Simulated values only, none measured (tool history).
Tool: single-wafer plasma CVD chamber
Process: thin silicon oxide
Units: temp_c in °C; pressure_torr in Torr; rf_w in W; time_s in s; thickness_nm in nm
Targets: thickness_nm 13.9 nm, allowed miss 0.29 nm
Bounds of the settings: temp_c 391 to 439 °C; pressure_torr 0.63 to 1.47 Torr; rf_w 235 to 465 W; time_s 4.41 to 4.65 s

Run 1, hour 0: temp_c 415 °C, pressure_torr 1.05 Torr, rf_w 350 W, time_s 4.65 s. Result: thickness_nm 11.692 nm.
Run 2, hour 0.6: temp_c 415 °C, pressure_torr 1.05 Torr, rf_w 350 W, time_s 4.41 s. Result: thickness_nm 11.151 nm.
Run 3, hour 2.9: temp_c 424 °C, pressure_torr 1.05 Torr, rf_w 350 W, time_s 4.41 s. Result: thickness_nm 11.066 nm.
Run 4, hour 4.5: temp_c 424 °C, pressure_torr 1.05 Torr, rf_w 350 W, time_s 4.41 s. Result: thickness_nm 11.063 nm.
Run 5, hour 5.9: temp_c 424 °C, pressure_torr 0.95 Torr, rf_w 350 W, time_s 4.41 s. Result: thickness_nm 10.396 nm.
Run 6, hour 8.6: temp_c 424 °C, pressure_torr 1.07 Torr, rf_w 355 W, time_s 4.42 s. Result: thickness_nm 11.394 nm.
Run 7, hour 12.4: temp_c 424 °C, pressure_torr 1.14 Torr, rf_w 355 W, time_s 4.42 s. Result: thickness_nm 11.843 nm.
Run 8, hour 19.2: temp_c 424 °C, pressure_torr 1.2 Torr, rf_w 355 W, time_s 4.42 s. Result: thickness_nm 12.226 nm.
Run 9, hour 20.4: temp_c 424 °C, pressure_torr 1.25 Torr, rf_w 355 W, time_s 4.42 s. Result: thickness_nm 12.479 nm.
Run 10, hour 26.5: temp_c 424 °C, pressure_torr 1.3 Torr, rf_w 355 W, time_s 4.42 s. Result: thickness_nm 12.671 nm.
Run 11, hour 28.2: temp_c 424 °C, pressure_torr 1.34 Torr, rf_w 360 W, time_s 4.42 s. Result: thickness_nm 12.899 nm.
Run 12, hour 30.9: temp_c 424 °C, pressure_torr 1.47 Torr, rf_w 365 W, time_s 4.43 s. Result: thickness_nm 13.407 nm.

Which of these 5 next moves meets every target?
Run A, hour 33.6: temp_c 417 °C, pressure_torr 1.44 Torr, rf_w 390 W, time_s 4.52 s. Result: thickness_nm ?.
Run B, hour 33.6: temp_c 398 °C, pressure_torr 1.27 Torr, rf_w 380 W, time_s 4.41 s. Result: thickness_nm ?.
Run C, hour 33.6: temp_c 423 °C, pressure_torr 1.37 Torr, rf_w 380 W, time_s 4.41 s. Result: thickness_nm ?.
Run D, hour 33.6: temp_c 427 °C, pressure_torr 1.47 Torr, rf_w 405 W, time_s 4.65 s. Result: thickness_nm ?.
Run E, hour 33.6: temp_c 421 °C, pressure_torr 1.43 Torr, rf_w 365 W, time_s 4.41 s. Result: thickness_nm ?.

move  thickness_nm
   A        13.927
   B        12.942
   C        13.155
   D        14.552
   E        13.216
A: meets every target
B: further off than the last run
C: further off than the last run
D: takes the result that was furthest off past its target
E: further off than the last run
Answer: A

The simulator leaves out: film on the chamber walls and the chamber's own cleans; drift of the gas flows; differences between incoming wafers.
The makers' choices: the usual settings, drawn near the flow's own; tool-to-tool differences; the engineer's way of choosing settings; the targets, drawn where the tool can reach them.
